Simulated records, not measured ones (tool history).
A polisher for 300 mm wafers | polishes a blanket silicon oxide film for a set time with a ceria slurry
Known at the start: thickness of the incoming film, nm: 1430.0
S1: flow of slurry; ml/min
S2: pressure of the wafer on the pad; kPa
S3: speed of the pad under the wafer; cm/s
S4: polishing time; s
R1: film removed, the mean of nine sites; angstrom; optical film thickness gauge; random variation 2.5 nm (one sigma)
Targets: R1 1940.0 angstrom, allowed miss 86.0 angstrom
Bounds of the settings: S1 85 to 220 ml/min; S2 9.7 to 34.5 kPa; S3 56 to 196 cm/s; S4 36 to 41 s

{"run": 1, "day": 0.0, "S1": 140, "S2": 22.1, "S3": 126, "S4": 41, "R1": 2396.7}
{"run": 2, "day": 0.079, "S1": 140, "S2": 22.1, "S3": 126, "S4": 36, "R1": 2105.5}
{"run": 3, "day": 0.329, "S1": 170, "S2": 22.1, "S3": 126, "S4": 36, "R1": 2138.8}
{"run": 4, "day": 0.546, "S1": 170, "S2": 22.1, "S3": 126, "S4": 41, "R1": 2460.5}
{"run": 5, "day": 0.683, "S1": 185, "S2": 22.1, "S3": 126, "S4": 41, "R1": 2495.0}
{"run": 6, "day": 0.921, "S1": 185, "S2": 22.1, "S3": 158, "S4": 41, "R1": 3151.9}
{"run": 7, "day": 1.092, "S1": 180, "S2": 18.6, "S3": 156, "S4": 41, "R1": 2589.5}
{"run": 8, "day": 1.125, "S1": 175, "S2": 17.2, "S3": 156, "S4": 41, "R1": 2427.0}
{"run": 9, "day": 1.467, "S1": 175, "S2": 15.9, "S3": 156, "S4": 41, "R1": 2246.4}
{"run": 10, "day": 1.621, "S1": 170, "S2": 15.2, "S3": 156, "S4": 41, "R1": 2144.3}
{"run": 11, "day": 1.833, "S1": 150, "S2": 13.1, "S3": 156, "S4": 41, "R1": 1824.2}
{"run": 12, "day": 2.075, "S1": 155, "S2": 13.1, "S3": 156, "S4": 41, "R1": 1820.7}
{"run": 13, "day": 2.429, "S1": 160, "S2": 13.1, "S3": 156, "S4": 41, "R1": 1824.9}

5 next moves are on the table. One of them brings every result within its allowed miss. Which?
{"run": "A", "day": 2.783, "S1": 150, "S2": 14.5, "S3": 172, "S4": 41, "R1": "?"}
{"run": "B", "day": 2.783, "S1": 190, "S2": 16.5, "S3": 138, "S4": 39, "R1": "?"}
{"run": "C", "day": 2.783, "S1": 120, "S2": 10.3, "S3": 196, "S4": 41, "R1": "?"}
{"run": "D", "day": 2.783, "S1": 160, "S2": 13.1, "S3": 148, "S4": 41, "R1": "?"}
{"run": "E", "day": 2.783, "S1": 170, "S2": 13.1, "S3": 144, "S4": 41, "R1": "?"}

move=A R1=2240.6
move=B R1=2014.2
move=C R1=1793.1
move=D R1=1774.2
move=E R1=1741.2
A: takes the result that was furthest off past its target
B: meets every target
C: further off than the last run
D: further off than the last run
E: further off than the last run
Answer: B

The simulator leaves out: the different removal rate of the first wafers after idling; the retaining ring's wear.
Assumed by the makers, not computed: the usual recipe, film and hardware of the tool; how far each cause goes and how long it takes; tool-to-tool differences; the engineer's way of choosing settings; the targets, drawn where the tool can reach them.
